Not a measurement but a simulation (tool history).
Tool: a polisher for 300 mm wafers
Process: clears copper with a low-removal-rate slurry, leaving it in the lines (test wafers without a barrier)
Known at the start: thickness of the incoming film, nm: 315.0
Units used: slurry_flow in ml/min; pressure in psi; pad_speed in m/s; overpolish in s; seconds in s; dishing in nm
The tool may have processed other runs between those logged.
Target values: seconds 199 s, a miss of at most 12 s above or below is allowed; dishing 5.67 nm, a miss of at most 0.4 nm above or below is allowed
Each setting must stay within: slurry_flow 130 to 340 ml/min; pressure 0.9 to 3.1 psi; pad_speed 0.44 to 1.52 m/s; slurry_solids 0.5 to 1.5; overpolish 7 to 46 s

Run 1, hour 0: slurry_flow 220 ml/min, pressure 2 psi, pad_speed 0.98 m/s, slurry_solids 1, overpolish 24 s. Result: seconds 135.35 s, dishing 9.9783 nm.
Run 2, hour 6.8: slurry_flow 220 ml/min, pressure 2 psi, pad_speed 0.84 m/s, slurry_solids 1, overpolish 24 s. Result: seconds 151.56 s, dishing 10.014 nm.
Run 3, hour 14.5: slurry_flow 190 ml/min, pressure 1.6 psi, pad_speed 1.02 m/s, slurry_solids 0.85, overpolish 18 s. Result: seconds 177.22 s, dishing 9.4747 nm.
Run 4, hour 16.2: slurry_flow 170 ml/min, pressure 1.4 psi, pad_speed 1.2 m/s, slurry_solids 0.75, overpolish 14 s. Result: seconds 181.54 s, dishing 8.2608 nm.
Run 5, hour 18.1: slurry_flow 155 ml/min, pressure 1.2 psi, pad_speed 1.32 m/s, slurry_solids 0.65, overpolish 12 s. Result: seconds 211.48 s, dishing 7.5362 nm.
Run 6, hour 19.5: slurry_flow 155 ml/min, pressure 1.2 psi, pad_speed 1.32 m/s, slurry_solids 0.7, overpolish 12 s. Result: seconds 207.98 s, dishing 7.484 nm.
Run 7, hour 23.7: slurry_flow 145 ml/min, pressure 1.1 psi, pad_speed 1.38 m/s, slurry_solids 0.8, overpolish 10 s. Result: seconds 207.28 s, dishing 6.7316 nm.
Run 8, hour 29.4: slurry_flow 140 ml/min, pressure 1.1 psi, pad_speed 1.42 m/s, slurry_solids 0.85, overpolish 9 s. Result: seconds 201.83 s, dishing 6.6013 nm.

4 candidate next runs follow, results not yet known. Just one meets every target within its allowed miss. Identify it.
Run A, hour 35.1: slurry_flow 140 ml/min, pressure 1.2 psi, pad_speed 1.16 m/s, slurry_solids 0.7, overpolish 11 s. Result: seconds ?, dishing ?.
Run B, hour 35.1: slurry_flow 130 ml/min, pressure 1.1 psi, pad_speed 1.4 m/s, slurry_solids 0.95, overpolish 7 s. Result: seconds ?, dishing ?.
Run C, hour 35.1: slurry_flow 150 ml/min, pressure 1.1 psi, pad_speed 1.18 m/s, slurry_solids 0.75, overpolish 12 s. Result: seconds ?, dishing ?.
Run D, hour 35.1: slurry_flow 175 ml/min, pressure 0.9 psi, pad_speed 1.44 m/s, slurry_solids 1, overpolish 11 s. Result: seconds ?, dishing ?.

move  seconds  dishing
   A   223.82   6.6643
   B    191.1   5.5732
   C   231.39   6.8465
   D   210.11   6.8409
A: moves away from the targets compared with the last run
B: meets every target
C: moves away from the targets compared with the last run
D: moves away from the targets compared with the last run
Answer: B
